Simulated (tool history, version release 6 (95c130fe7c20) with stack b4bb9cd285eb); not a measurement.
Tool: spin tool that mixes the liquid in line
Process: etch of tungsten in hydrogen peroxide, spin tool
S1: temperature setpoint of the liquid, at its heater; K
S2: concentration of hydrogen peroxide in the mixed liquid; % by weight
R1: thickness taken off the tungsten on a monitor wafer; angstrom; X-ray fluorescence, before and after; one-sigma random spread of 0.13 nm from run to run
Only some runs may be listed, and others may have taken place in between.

run 1 hour=0.0 | S1=325.15 S2=21 time_under_the_liquid_(s)=15 | R1=268.84
run 2 hour=4.0 | S1=323.65 S2=21 time_under_the_liquid_(s)=15 | R1=243.99
run 3 hour=12.1 | S1=317.65 S2=21 time_under_the_liquid_(s)=15 | R1=168.49
run 4 hour=16.1 | S1=317.65 S2=25 time_under_the_liquid_(s)=15 | R1=182.85
run 5 hour=20.4 | S1=312.15 S2=25 time_under_the_liquid_(s)=15 | R1=128.32
run 6 hour=21.4 | S1=309.15 S2=25 time_under_the_liquid_(s)=15 | R1=105.15
run 7 hour=27.4 | S1=309.15 S2=25 time_under_the_liquid_(s)=15 | R1=105.78
run 8 hour=35.7 | S1=310.15 S2=25 time_under_the_liquid_(s)=15 | R1=113.36
run 9 hour=44.7 | S1=311.15 S2=25 time_under_the_liquid_(s)=15 | R1=121.67

Run 10 comes next. What will it give?
run 10 hour=49.9 | S1=311.65 S2=25 time_under_the_liquid_(s)=15 | R1=?

R1: 123.30 angstrom

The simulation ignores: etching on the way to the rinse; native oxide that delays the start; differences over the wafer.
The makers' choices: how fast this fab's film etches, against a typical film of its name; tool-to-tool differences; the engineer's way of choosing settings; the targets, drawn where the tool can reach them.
